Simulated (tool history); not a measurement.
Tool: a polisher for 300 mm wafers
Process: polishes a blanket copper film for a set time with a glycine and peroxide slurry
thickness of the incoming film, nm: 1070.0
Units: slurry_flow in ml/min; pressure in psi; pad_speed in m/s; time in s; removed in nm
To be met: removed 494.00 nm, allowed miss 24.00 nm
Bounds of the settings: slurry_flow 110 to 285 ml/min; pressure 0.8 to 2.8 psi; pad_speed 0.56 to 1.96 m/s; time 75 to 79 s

run 1 hour=0.0 | slurry_flow=180 pressure=1.8 pad_speed=1.26 time=75 | removed=321.95
run 2 hour=7.1 | slurry_flow=180 pressure=2.0 pad_speed=1.28 time=75 | removed=361.65
run 3 hour=7.6 | slurry_flow=180 pressure=2.1 pad_speed=1.28 time=75 | removed=377.07
run 4 hour=8.7 | slurry_flow=180 pressure=2.2 pad_speed=1.28 time=75 | removed=385.79
run 5 hour=15.2 | slurry_flow=180 pressure=2.2 pad_speed=1.08 time=75 | removed=353.08
run 6 hour=18.7 | slurry_flow=160 pressure=2.2 pad_speed=1.08 time=75 | removed=348.99
run 7 hour=26.6 | slurry_flow=160 pressure=2.2 pad_speed=1.08 time=75 | removed=344.72
run 8 hour=31.1 | slurry_flow=160 pressure=2.3 pad_speed=1.10 time=75 | removed=359.06
run 9 hour=33.6 | slurry_flow=165 pressure=2.4 pad_speed=1.14 time=75 | removed=383.96

Which of these 5 next moves meets every target?
run A hour=36.1 | slurry_flow=200 pressure=2.1 pad_speed=0.68 time=77 | removed=?
run B hour=36.1 | slurry_flow=185 pressure=2.0 pad_speed=1.02 time=79 | removed=?
run C hour=36.1 | slurry_flow=110 pressure=2.3 pad_speed=1.10 time=79 | removed=?
run D hour=36.1 | slurry_flow=130 pressure=2.5 pad_speed=1.56 time=79 | removed=?
run E hour=36.1 | slurry_flow=160 pressure=2.2 pad_speed=1.30 time=79 | removed=?

move=A removed=280.21
move=B removed=333.10
move=C removed=351.73
move=D removed=484.73
move=E removed=403.36
A: further off than the last run
B: further off than the last run
C: further off than the last run
D: meets every target
E: nearer than the last run, and not there yet
The right move is D.

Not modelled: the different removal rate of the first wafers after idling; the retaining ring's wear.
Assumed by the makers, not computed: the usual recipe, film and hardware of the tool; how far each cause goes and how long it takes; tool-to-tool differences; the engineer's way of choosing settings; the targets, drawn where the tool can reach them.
